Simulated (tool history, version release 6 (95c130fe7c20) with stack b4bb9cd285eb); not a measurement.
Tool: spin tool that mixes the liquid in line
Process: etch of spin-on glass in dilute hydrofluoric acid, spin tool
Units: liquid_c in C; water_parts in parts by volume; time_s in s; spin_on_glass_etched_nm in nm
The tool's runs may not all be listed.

| run | hour | liquid_c | water_parts | time_s | spin_on_glass_etched_nm |
|---|---|---|---|---|---|
| 1 | 0.0 | 23.0 | 175 | 25 | 6.2540 |
| 2 | 5.1 | 22.0 | 180 | 25 | 5.7723 |
| 3 | 13.8 | 22.0 | 180 | 20 | 4.6401 |
| 4 | 18.0 | 21.5 | 180 | 20 | 4.5465 |
| 5 | 25.9 | 21.5 | 180 | 20 | 4.5356 |
| 6 | 33.9 | 21.5 | 180 | 25 | 5.6821 |
| 7 | 40.7 | 21.0 | 185 | 25 | 5.4298 |
| 8 | 44.7 | 20.5 | 190 | 25 | 5.1422 |

Forecast run 9:
| 9 | 49.5 | 20.5 | 190 | 25 | ? |

spin_on_glass_etched_nm: 5.1518 nm

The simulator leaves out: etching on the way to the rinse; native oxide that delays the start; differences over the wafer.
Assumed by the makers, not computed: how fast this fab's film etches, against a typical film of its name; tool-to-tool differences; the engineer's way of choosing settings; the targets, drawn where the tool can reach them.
